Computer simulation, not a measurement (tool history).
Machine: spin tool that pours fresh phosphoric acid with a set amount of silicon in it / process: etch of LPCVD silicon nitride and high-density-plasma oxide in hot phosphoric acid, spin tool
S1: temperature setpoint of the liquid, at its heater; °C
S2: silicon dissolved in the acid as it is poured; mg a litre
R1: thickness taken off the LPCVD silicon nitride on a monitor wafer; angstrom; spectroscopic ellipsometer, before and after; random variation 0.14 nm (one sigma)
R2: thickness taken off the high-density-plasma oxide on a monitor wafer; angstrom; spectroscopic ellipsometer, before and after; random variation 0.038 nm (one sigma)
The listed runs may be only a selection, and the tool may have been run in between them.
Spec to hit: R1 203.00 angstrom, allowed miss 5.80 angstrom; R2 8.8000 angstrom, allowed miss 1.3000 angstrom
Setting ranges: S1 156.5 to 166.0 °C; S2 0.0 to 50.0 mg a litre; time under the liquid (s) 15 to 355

{"run": 1, "hour": 0.0, "S1": 161.0, "S2": 22.0, "time under the liquid (s)": 180, "R1": 139.4, "R2": 4.2297}
{"run": 2, "hour": 2.8, "S1": 162.0, "S2": 20.0, "time under the liquid (s)": 195, "R1": 155.68, "R2": 5.5324}
{"run": 3, "hour": 5.6, "S1": 160.0, "S2": 20.0, "time under the liquid (s)": 195, "R1": 147.69, "R2": 4.7993}
{"run": 4, "hour": 12.2, "S1": 161.0, "S2": 19.0, "time under the liquid (s)": 205, "R1": 158.49, "R2": 5.7852}
{"run": 5, "hour": 16.9, "S1": 162.0, "S2": 19.0, "time under the liquid (s)": 215, "R1": 171.85, "R2": 6.2623}
{"run": 6, "hour": 19.1, "S1": 162.0, "S2": 12.0, "time under the liquid (s)": 215, "R1": 172.24, "R2": 7.7699}
{"run": 7, "hour": 25.0, "S1": 162.5, "S2": 13.0, "time under the liquid (s)": 220, "R1": 178.2, "R2": 7.6745}
{"run": 8, "hour": 26.8, "S1": 163.0, "S2": 13.5, "time under the liquid (s)": 225, "R1": 188.28, "R2": 7.8325}
{"run": 9, "hour": 35.6, "S1": 163.5, "S2": 13.0, "time under the liquid (s)": 225, "R1": 190.56, "R2": 8.9319}

Which one of the following 4 next-run settings gets every result inside its allowed miss? There is exactly one.
{"run": "A", "hour": 44.4, "S1": 163.0, "S2": 0.0, "time under the liquid (s)": 265, "R1": "?", "R2": "?"}
{"run": "B", "hour": 44.4, "S1": 164.0, "S2": 30.5, "time under the liquid (s)": 235, "R1": "?", "R2": "?"}
{"run": "C", "hour": 44.4, "S1": 163.5, "S2": 15.5, "time under the liquid (s)": 240, "R1": "?", "R2": "?"}
{"run": "D", "hour": 44.4, "S1": 163.5, "S2": 19.0, "time under the liquid (s)": 260, "R1": "?", "R2": "?"}

move=A R1=219.27 R2=13.4100
move=B R1=201.01 R2=5.6999
move=C R1=201.91 R2=9.0481
move=D R1=218.74 R2=8.9336
A: the result that was furthest off in the last run now lies on the other side of its target
B: corrects the largest miss of the last run, while another result sits out of spec
C: hits every target within its allowed miss
D: the result that was furthest off in the last run now lies on the other side of its target
Move C is the one to make.
